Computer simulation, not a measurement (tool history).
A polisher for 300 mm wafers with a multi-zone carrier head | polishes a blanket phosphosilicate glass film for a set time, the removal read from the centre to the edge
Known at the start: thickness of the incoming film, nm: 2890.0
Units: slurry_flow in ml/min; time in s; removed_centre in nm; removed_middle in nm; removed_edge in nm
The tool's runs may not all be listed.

Run 1, hour 0: slurry_flow 280 ml/min, centre_zone 1, middle_zone 1, edge_zone 1, slurry_solids 1, time 38 s. Result: removed_centre 390.19 nm, removed_middle 393.17 nm, removed_edge 381.31 nm.
Run 2, hour 5.1: slurry_flow 275 ml/min, centre_zone 0.99, middle_zone 0.98, edge_zone 0.96, slurry_solids 0.95, time 38 s. Result: removed_centre 378.5 nm, removed_middle 373.34 nm, removed_edge 370.02 nm.
Run 3, hour 7.6: slurry_flow 275 ml/min, centre_zone 0.99, middle_zone 0.98, edge_zone 0.96, slurry_solids 0.95, time 32 s. Result: removed_centre 317.84 nm, removed_middle 320.72 nm, removed_edge 311.79 nm.
Run 4, hour 11.5: slurry_flow 275 ml/min, centre_zone 0.99, middle_zone 0.98, edge_zone 0.96, slurry_solids 0.95, time 38 s. Result: removed_centre 379.67 nm, removed_middle 373.77 nm, removed_edge 365.71 nm.
Run 5, hour 12.3: slurry_flow 270 ml/min, centre_zone 0.98, middle_zone 0.98, edge_zone 0.93, slurry_solids 0.9, time 38 s. Result: removed_centre 368.36 nm, removed_middle 363.58 nm, removed_edge 352.12 nm.
Run 6, hour 20.8: slurry_flow 260 ml/min, centre_zone 0.97, middle_zone 0.97, edge_zone 0.91, slurry_solids 0.9, time 38 s. Result: removed_centre 363.2 nm, removed_middle 362.95 nm, removed_edge 349.39 nm.

Forecast run 7:
At hour 28.4: worn pad replaced by a new one.
Run 7, hour 28.4: slurry_flow 255 ml/min, centre_zone 0.97, middle_zone 0.96, edge_zone 0.89, slurry_solids 0.9, time 38 s. Result: removed_centre ?, removed_middle ?, removed_edge ?.

Run 7 gave removed_centre 395.21 nm, removed_middle 392.9 nm, removed_edge 379.18 nm.

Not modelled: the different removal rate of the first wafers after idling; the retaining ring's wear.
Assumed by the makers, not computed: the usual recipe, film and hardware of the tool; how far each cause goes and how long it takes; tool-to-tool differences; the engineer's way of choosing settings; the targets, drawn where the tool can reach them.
